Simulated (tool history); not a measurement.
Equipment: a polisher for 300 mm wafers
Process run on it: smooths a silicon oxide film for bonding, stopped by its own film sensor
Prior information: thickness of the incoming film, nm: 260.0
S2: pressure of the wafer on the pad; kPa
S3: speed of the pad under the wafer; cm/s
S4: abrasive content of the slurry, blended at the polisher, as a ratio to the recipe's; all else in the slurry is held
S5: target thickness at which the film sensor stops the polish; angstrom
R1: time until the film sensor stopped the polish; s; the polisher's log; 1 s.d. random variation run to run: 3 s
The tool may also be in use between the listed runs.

{"run": 1, "hour": 0.0, "flow of slurry (ml/min)": 275, "S2": 11.7, "S3": 90, "S4": 1.0, "S5": 2040, "R1": 96.32}
{"run": 2, "hour": 7.0, "flow of slurry (ml/min)": 275, "S2": 11.7, "S3": 106, "S4": 1.0, "S5": 2040, "R1": 82.398}
{"run": 3, "hour": 14.8, "flow of slurry (ml/min)": 275, "S2": 11.0, "S3": 102, "S4": 1.0, "S5": 2040, "R1": 95.085}
{"run": 4, "hour": 18.6, "flow of slurry (ml/min)": 275, "S2": 12.4, "S3": 102, "S4": 1.0, "S5": 2040, "R1": 82.493}
{"run": 5, "hour": 22.1, "flow of slurry (ml/min)": 275, "S2": 12.4, "S3": 102, "S4": 1.0, "S5": 2010, "R1": 86.464}
{"run": 6, "hour": 29.1, "flow of slurry (ml/min)": 275, "S2": 11.7, "S3": 100, "S4": 1.0, "S5": 2010, "R1": 94.094}

Forecast run 7:
{"run": 7, "hour": 30.6, "flow of slurry (ml/min)": 275, "S2": 8.3, "S3": 90, "S4": 1.0, "S5": 2010, "R1": "?"}

{"run 7": {"R1": 141.58}}
